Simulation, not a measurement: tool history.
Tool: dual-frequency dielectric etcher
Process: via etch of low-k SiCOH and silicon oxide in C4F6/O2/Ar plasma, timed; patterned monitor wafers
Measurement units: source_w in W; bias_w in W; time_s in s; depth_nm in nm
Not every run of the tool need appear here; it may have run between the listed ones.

run    day  source_w  bias_w  time_s  depth_nm
  1      0       280     201    47.5       109
  2  0.317       310     201    47.5    112.61
  3  0.533       280     186    47.5     105.4
  4  0.812       260     179    47.5    101.54
  5  1.121       260     158    47.5    95.934
  6  1.329       300     158    47.5    100.07
  7  1.371       280     153    47.5    96.919

Estimate the outcome of run 8 from the log above:
  8  1.688       270     150    47.5         ?

{"run 8": {"depth_nm": 94.721}}
